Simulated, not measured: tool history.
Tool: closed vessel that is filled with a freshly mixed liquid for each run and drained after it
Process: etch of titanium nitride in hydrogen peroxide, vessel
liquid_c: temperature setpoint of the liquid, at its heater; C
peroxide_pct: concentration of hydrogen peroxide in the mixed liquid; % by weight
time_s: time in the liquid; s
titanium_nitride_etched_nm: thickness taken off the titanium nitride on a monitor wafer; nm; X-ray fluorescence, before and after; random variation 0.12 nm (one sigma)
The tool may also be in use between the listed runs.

{"run": 1, "hour": 0.0, "liquid_c": 55.0, "peroxide_pct": 16.0, "time_s": 180, "titanium_nitride_etched_nm": 15.56}
{"run": 2, "hour": 8.1, "liquid_c": 55.0, "peroxide_pct": 17.5, "time_s": 180, "titanium_nitride_etched_nm": 16.296}
{"run": 3, "hour": 17.0, "liquid_c": 54.5, "peroxide_pct": 17.5, "time_s": 180, "titanium_nitride_etched_nm": 15.415}
{"run": 4, "hour": 20.0, "liquid_c": 61.0, "peroxide_pct": 17.5, "time_s": 180, "titanium_nitride_etched_nm": 24.658}
{"run": 5, "hour": 26.4, "liquid_c": 59.5, "peroxide_pct": 17.5, "time_s": 180, "titanium_nitride_etched_nm": 22.126}
{"run": 6, "hour": 28.8, "liquid_c": 58.0, "peroxide_pct": 17.5, "time_s": 180, "titanium_nitride_etched_nm": 19.698}
{"run": 7, "hour": 31.3, "liquid_c": 50.0, "peroxide_pct": 17.0, "time_s": 180, "titanium_nitride_etched_nm": 11.168}

Forecast run 8:
{"run": 8, "hour": 33.1, "liquid_c": 50.5, "peroxide_pct": 17.0, "time_s": 180, "titanium_nitride_etched_nm": "?"}

{"run 8": {"titanium_nitride_etched_nm": 11.445}}
